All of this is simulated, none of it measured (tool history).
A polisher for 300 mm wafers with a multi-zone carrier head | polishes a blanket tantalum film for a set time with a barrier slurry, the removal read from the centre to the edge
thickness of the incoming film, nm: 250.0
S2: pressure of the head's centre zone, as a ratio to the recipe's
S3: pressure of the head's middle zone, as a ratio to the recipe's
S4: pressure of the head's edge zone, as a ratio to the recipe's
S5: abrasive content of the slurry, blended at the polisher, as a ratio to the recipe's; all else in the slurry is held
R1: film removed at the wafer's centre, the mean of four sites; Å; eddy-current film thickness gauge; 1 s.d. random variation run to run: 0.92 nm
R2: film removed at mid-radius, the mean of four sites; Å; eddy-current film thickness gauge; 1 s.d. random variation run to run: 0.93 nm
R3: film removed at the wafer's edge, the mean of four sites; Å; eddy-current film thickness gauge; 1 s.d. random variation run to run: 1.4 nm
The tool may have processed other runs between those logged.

{"run": 1, "hour": 0.0, "flow of slurry (ml/min)": 145, "S2": 1, "S3": 1, "S4": 1, "S5": 1, "polishing time (s)": 47, "R1": 857.05, "R2": 780.27, "R3": 817.32}
{"run": 2, "hour": 1.4, "flow of slurry (ml/min)": 145, "S2": 1, "S3": 0.94, "S4": 1, "S5": 1, "polishing time (s)": 47, "R1": 859.1, "R2": 745.71, "R3": 818.7}
{"run": 3, "hour": 7.4, "flow of slurry (ml/min)": 155, "S2": 1.02, "S3": 0.97, "S4": 1.01, "S5": 1.05, "polishing time (s)": 47, "R1": 897.84, "R2": 790.89, "R3": 812.63}
{"run": 4, "hour": 12.6, "flow of slurry (ml/min)": 150, "S2": 1.03, "S3": 0.97, "S4": 1.02, "S5": 1.15, "polishing time (s)": 48, "R1": 947.27, "R2": 816.6, "R3": 882.49}
{"hour": 17.5, "done": "centre zone pressure recalibrated"}
{"run": 5, "hour": 17.5, "flow of slurry (ml/min)": 150, "S2": 1.03, "S3": 0.94, "S4": 1.02, "S5": 1.15, "polishing time (s)": 48, "R1": 874.93, "R2": 788.68, "R3": 872.18}
{"run": 6, "hour": 26.2, "flow of slurry (ml/min)": 160, "S2": 1.05, "S3": 0.96, "S4": 1.03, "S5": 1.2, "polishing time (s)": 48, "R1": 913.6, "R2": 826.56, "R3": 897.34}
{"run": 7, "hour": 33.5, "flow of slurry (ml/min)": 155, "S2": 1.07, "S3": 0.98, "S4": 1.01, "S5": 1.2, "polishing time (s)": 49, "R1": 940.82, "R2": 845.97, "R3": 897.38}

Run 8, settings as shown, results not yet in. Your forecast:
{"run": 8, "hour": 40.0, "flow of slurry (ml/min)": 165, "S2": 1.09, "S3": 0.99, "S4": 1.02, "S5": 1.15, "polishing time (s)": 50, "R1": "?", "R2": "?", "R3": "?"}

Logged for run 8: R1 1001.3 Å, R2 865.58 Å, R3 906 Å.
